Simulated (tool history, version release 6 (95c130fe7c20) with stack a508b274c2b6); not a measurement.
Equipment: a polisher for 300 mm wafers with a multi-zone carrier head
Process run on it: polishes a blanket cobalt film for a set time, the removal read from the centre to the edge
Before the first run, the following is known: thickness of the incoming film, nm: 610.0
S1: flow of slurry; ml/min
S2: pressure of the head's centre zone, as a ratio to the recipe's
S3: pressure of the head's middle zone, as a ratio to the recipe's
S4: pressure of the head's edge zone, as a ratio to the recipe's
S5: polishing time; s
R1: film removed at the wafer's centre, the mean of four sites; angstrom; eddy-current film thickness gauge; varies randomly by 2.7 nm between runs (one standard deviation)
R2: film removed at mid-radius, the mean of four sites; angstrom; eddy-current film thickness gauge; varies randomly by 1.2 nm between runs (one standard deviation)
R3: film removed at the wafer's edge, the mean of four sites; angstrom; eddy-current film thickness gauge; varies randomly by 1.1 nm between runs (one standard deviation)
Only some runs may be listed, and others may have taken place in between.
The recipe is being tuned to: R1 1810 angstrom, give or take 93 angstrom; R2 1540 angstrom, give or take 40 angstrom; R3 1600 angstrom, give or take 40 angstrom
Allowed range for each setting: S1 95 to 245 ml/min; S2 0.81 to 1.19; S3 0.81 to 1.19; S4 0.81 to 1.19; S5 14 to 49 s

run	hour	S1	S2	S3	S4	S5	R1	R2	R3
1	0	155	1	1	1	31	1452.3	1374.1	1363.4
2	7.7	155	1	1.08	1	31	1471	1456.6	1366.8
3	12	175	1.03	1.06	1.05	31	1520.3	1457.8	1421.7
4	20	190	1.07	1.05	1.08	31	1577.3	1471.4	1462.5
5	24.9	190	1	1.05	1.08	31	1500.7	1472.5	1436.4
6	32.3	190	0.97	1.05	1.08	31	1502.7	1466.6	1463.3
# hour 35.9: centre zone pressure recalibrated
7	35.9	190	0.97	1.05	1.08	31	1372.6	1484.6	1459
8	41.2	235	1.07	1.01	1.15	32	1548.6	1508.9	1588.4

Which one of the following 5 next-run settings gets every result inside its allowed miss? There is exactly one.
A	46.5	245	0.92	1.05	1.19	31	?	?	?
B	46.5	240	0.94	1.04	1.19	32	?	?	?
C	46.5	245	0.92	1.02	1.19	32	?	?	?
D	46.5	165	1.19	1	1.08	35	?	?	?
E	46.5	225	1.19	0.9	1.09	34	?	?	?

move	R1	R2	R3
A	1353.5	1517.7	1559
B	1417.9	1550	1606.5
C	1396.9	1528.6	1610
D	1773	1549.6	1605.2
E	1815	1445.4	1624.7
A: the biggest miss grows against the last run
B: the biggest miss grows against the last run
C: the biggest miss grows against the last run
D: all results in spec
E: brings the last run's worst result on target, with another outside its allowed miss
D meets every target.
